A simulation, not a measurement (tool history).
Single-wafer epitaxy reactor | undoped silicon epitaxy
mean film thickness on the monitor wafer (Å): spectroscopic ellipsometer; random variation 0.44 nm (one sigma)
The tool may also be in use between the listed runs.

run,day,wafer temperature setpoint (pyrometer-controlled) (°C),deposition time (s),mean film thickness on the monitor wafer (Å)
1,0.000,660,558,1322.7
2,0.096,658,558,1254.7
3,0.121,657,558,1227.9
4,0.167,657,630,1382.1
5,0.446,655,629,1321.6
6,0.821,653,629,1260.9

Run 7 comes next. What will it give?
7,1.167,653,629,?

mean film thickness on the monitor wafer (Å): 1251.7
